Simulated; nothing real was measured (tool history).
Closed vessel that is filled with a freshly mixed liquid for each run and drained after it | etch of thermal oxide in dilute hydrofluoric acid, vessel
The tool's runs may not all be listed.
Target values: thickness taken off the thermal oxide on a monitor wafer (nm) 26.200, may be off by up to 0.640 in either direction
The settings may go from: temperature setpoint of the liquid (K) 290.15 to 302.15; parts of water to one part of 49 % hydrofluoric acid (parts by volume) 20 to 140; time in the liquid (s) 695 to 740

| run | hour | temperature setpoint of the liquid (K) | parts of water to one part of 49 % hydrofluoric acid (parts by volume) | time in the liquid (s) | thickness taken off the thermal oxide on a monitor wafer (nm) |
|---|---|---|---|---|---|
| 1 | 0.0 | 294.15 | 75 | 695 | 33.352 |
| 2 | 8.0 | 294.15 | 75 | 695 | 33.523 |
| 3 | 13.7 | 292.15 | 75 | 695 | 30.765 |
| 4 | 21.9 | 292.15 | 75 | 695 | 30.683 |
| 5 | 26.0 | 291.65 | 75 | 695 | 30.109 |
| 6 | 28.3 | 291.15 | 75 | 695 | 29.553 |
|  | 36.2 | hydrofluoric acid flow meter replaced |
| 7 | 36.2 | 290.65 | 80 | 695 | 29.449 |
| 8 | 40.5 | 290.65 | 85 | 695 | 27.982 |

Exactly one of the 4 candidate moves below puts every result within its allowed miss. Which one?
| A | 44.8 | 291.65 | 95 | 700 | ? |
| B | 44.8 | 293.15 | 100 | 740 | ? |
| C | 44.8 | 290.15 | 80 | 740 | ? |
| D | 44.8 | 290.15 | 100 | 740 | ? |

| move | thickness taken off the thermal oxide on a monitor wafer (nm) |
|---|---|
| A | 26.110 |
| B | 27.749 |
| C | 31.268 |
| D | 24.492 |
A: every result lands within tolerance
B: closer than the last run, but not yet in spec
C: further off than the last run
D: pushes the last run's worst result past its target
A is the move that brings every result within its allowed miss.
